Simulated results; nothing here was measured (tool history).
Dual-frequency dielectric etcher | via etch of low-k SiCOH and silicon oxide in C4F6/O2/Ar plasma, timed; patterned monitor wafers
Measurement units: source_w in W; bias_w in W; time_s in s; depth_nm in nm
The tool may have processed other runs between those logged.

Run 1, hour 0: source_w 370 W, bias_w 222 W, time_s 38.5 s. Result: depth_nm 98.283 nm.
Run 2, hour 8.1: source_w 370 W, bias_w 208 W, time_s 38.5 s. Result: depth_nm 96.342 nm.
Run 3, hour 11: source_w 370 W, bias_w 190 W, time_s 38.5 s. Result: depth_nm 93.4 nm.
Run 4, hour 12.6: source_w 310 W, bias_w 190 W, time_s 38.5 s. Result: depth_nm 88.14 nm.
Run 5, hour 17: source_w 310 W, bias_w 190 W, time_s 38.5 s. Result: depth_nm 88.151 nm.
Run 6, hour 20: source_w 330 W, bias_w 190 W, time_s 38.5 s. Result: depth_nm 89.389 nm.
Run 7, hour 21.6: source_w 320 W, bias_w 190 W, time_s 38.5 s. Result: depth_nm 88.843 nm.
Run 8, hour 26.7: source_w 310 W, bias_w 190 W, time_s 38.5 s. Result: depth_nm 88.247 nm.

The next listed run, before its measurement:
Run 9, hour 29.4: source_w 300 W, bias_w 190 W, time_s 38.5 s. Result: depth_nm ?.

{"run 9": {"depth_nm": 86.731}}
